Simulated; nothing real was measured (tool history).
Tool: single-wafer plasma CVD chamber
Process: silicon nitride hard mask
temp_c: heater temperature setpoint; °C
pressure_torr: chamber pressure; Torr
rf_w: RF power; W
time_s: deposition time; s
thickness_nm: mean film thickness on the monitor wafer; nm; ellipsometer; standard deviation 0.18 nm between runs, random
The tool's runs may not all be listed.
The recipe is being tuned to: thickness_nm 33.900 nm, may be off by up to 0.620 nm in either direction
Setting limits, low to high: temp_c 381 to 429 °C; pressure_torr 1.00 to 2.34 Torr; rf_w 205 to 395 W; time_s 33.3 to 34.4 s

{"run": 1, "hour": 0.0, "temp_c": 405, "pressure_torr": 1.67, "rf_w": 300, "time_s": 33.3, "thickness_nm": 37.739}
{"run": 2, "hour": 5.3, "temp_c": 405, "pressure_torr": 1.59, "rf_w": 300, "time_s": 33.3, "thickness_nm": 37.34}
{"run": 3, "hour": 10.6, "temp_c": 405, "pressure_torr": 1.72, "rf_w": 300, "time_s": 33.3, "thickness_nm": 38.211}
{"run": 4, "hour": 17.0, "temp_c": 405, "pressure_torr": 1.63, "rf_w": 300, "time_s": 33.3, "thickness_nm": 38.12}
{"run": 5, "hour": 20.0, "temp_c": 405, "pressure_torr": 1.41, "rf_w": 300, "time_s": 33.3, "thickness_nm": 35.897}
{"run": 6, "hour": 21.8, "temp_c": 405, "pressure_torr": 1.37, "rf_w": 300, "time_s": 33.3, "thickness_nm": 36.027}
{"run": 7, "hour": 22.8, "temp_c": 405, "pressure_torr": 1.32, "rf_w": 300, "time_s": 33.3, "thickness_nm": 35.432}
{"run": 8, "hour": 31.8, "temp_c": 405, "pressure_torr": 1.29, "rf_w": 300, "time_s": 33.3, "thickness_nm": 35.627}
{"hour": 34.5, "done": "RF generator calibrated"}
{"run": 9, "hour": 34.5, "temp_c": 405, "pressure_torr": 1.25, "rf_w": 300, "time_s": 33.3, "thickness_nm": 37.427}
{"run": 10, "hour": 37.8, "temp_c": 405, "pressure_torr": 1.25, "rf_w": 300, "time_s": 33.3, "thickness_nm": 37.502}
{"run": 11, "hour": 45.5, "temp_c": 405, "pressure_torr": 1.25, "rf_w": 290, "time_s": 33.3, "thickness_nm": 36.532}
{"run": 12, "hour": 52.1, "temp_c": 405, "pressure_torr": 1.0, "rf_w": 270, "time_s": 33.3, "thickness_nm": 31.394}
{"run": 13, "hour": 60.9, "temp_c": 405, "pressure_torr": 1.06, "rf_w": 270, "time_s": 33.3, "thickness_nm": 31.987}
{"run": 14, "hour": 63.2, "temp_c": 405, "pressure_torr": 1.1, "rf_w": 270, "time_s": 33.3, "thickness_nm": 32.533}
{"run": 15, "hour": 71.7, "temp_c": 405, "pressure_torr": 1.13, "rf_w": 270, "time_s": 33.3, "thickness_nm": 32.873}
{"run": 16, "hour": 75.7, "temp_c": 405, "pressure_torr": 1.15, "rf_w": 270, "time_s": 33.3, "thickness_nm": 32.984}
{"run": 17, "hour": 84.3, "temp_c": 405, "pressure_torr": 1.17, "rf_w": 270, "time_s": 33.3, "thickness_nm": 32.977}

Exactly one of the 5 candidate moves below puts every result within its allowed miss. Which one?
{"run": "A", "hour": 92.9, "temp_c": 429, "pressure_torr": 1.26, "rf_w": 285, "time_s": 33.6, "thickness_nm": "?"}
{"run": "B", "hour": 92.9, "temp_c": 411, "pressure_torr": 1.2, "rf_w": 265, "time_s": 34.4, "thickness_nm": "?"}
{"run": "C", "hour": 92.9, "temp_c": 405, "pressure_torr": 1.0, "rf_w": 265, "time_s": 33.3, "thickness_nm": "?"}
{"run": "D", "hour": 92.9, "temp_c": 406, "pressure_torr": 1.05, "rf_w": 285, "time_s": 34.4, "thickness_nm": "?"}
{"run": "E", "hour": 92.9, "temp_c": 411, "pressure_torr": 1.19, "rf_w": 255, "time_s": 34.4, "thickness_nm": "?"}

move=A thickness_nm=35.869
move=B thickness_nm=33.974
move=C thickness_nm=31.219
move=D thickness_nm=35.192
move=E thickness_nm=32.569
A: carries the result that was furthest off beyond its target, to the other side
B: all results in spec
C: lands further from the targets than the last run did
D: carries the result that was furthest off beyond its target, to the other side
E: lands further from the targets than the last run did
Go with B: it meets all targets.
